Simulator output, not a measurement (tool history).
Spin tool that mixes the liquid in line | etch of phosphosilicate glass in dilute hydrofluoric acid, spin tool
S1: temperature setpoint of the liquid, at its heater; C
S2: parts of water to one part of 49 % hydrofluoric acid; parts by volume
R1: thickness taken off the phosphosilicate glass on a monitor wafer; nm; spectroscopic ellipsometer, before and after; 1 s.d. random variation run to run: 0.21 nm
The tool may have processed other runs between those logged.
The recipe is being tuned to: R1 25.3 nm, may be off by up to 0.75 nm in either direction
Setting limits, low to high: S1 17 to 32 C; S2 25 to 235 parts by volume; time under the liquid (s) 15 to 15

run 1 hour=0 | S1=24 S2=130 time_under_the_liquid_(s)=15 | R1=11.131
run 2 hour=1.6 | S1=24 S2=105 time_under_the_liquid_(s)=15 | R1=14.1
run 3 hour=8.8 | S1=21 S2=105 time_under_the_liquid_(s)=15 | R1=12.433
run 4 hour=13.1 | S1=22 S2=105 time_under_the_liquid_(s)=15 | R1=12.985
run 5 hour=19.7 | S1=23.5 S2=100 time_under_the_liquid_(s)=15 | R1=14.754
run 6 hour=25.8 | S1=23.5 S2=100 time_under_the_liquid_(s)=15 | R1=14.697
run 7 hour=28.7 | S1=24.5 S2=95 time_under_the_liquid_(s)=15 | R1=16.005
run 8 hour=31.5 | S1=25.5 S2=90 time_under_the_liquid_(s)=15 | R1=17.844
run 9 hour=32.6 | S1=26.5 S2=90 time_under_the_liquid_(s)=15 | R1=18.591
run 10 hour=38.5 | S1=27.5 S2=90 time_under_the_liquid_(s)=15 | R1=19.594
run 11 hour=40.8 | S1=28 S2=90 time_under_the_liquid_(s)=15 | R1=19.427
run 12 hour=44.9 | S1=28.5 S2=90 time_under_the_liquid_(s)=15 | R1=19.855
-- hour=52.1 hydrofluoric acid flow meter replaced
run 13 hour=52.1 | S1=29 S2=90 time_under_the_liquid_(s)=15 | R1=21.607
run 14 hour=55.8 | S1=29.5 S2=90 time_under_the_liquid_(s)=15 | R1=22.284
run 15 hour=63.3 | S1=30 S2=90 time_under_the_liquid_(s)=15 | R1=22.627
run 16 hour=70.2 | S1=30.5 S2=90 time_under_the_liquid_(s)=15 | R1=23.23
run 17 hour=78.7 | S1=31.5 S2=90 time_under_the_liquid_(s)=15 | R1=24.202
run 18 hour=79.6 | S1=32 S2=90 time_under_the_liquid_(s)=15 | R1=24.33
run 19 hour=83.9 | S1=32 S2=90 time_under_the_liquid_(s)=15 | R1=24.821
run 20 hour=92.5 | S1=32 S2=85 time_under_the_liquid_(s)=15 | R1=26.584

Which one of the following 4 next-run settings gets every result inside its allowed miss? There is exactly one.
run A hour=101.1 | S1=32 S2=80 time_under_the_liquid_(s)=15 | R1=?
run B hour=101.1 | S1=29.5 S2=80 time_under_the_liquid_(s)=15 | R1=?
run C hour=101.1 | S1=31 S2=75 time_under_the_liquid_(s)=15 | R1=?
run D hour=101.1 | S1=31.5 S2=80 time_under_the_liquid_(s)=15 | R1=?

move=A R1=28.081
move=B R1=25.542
move=C R1=29.064
move=D R1=27.559
A: moves away from the targets compared with the last run
B: every result within its allowed miss
C: moves away from the targets compared with the last run
D: moves away from the targets compared with the last run
B meets every target.
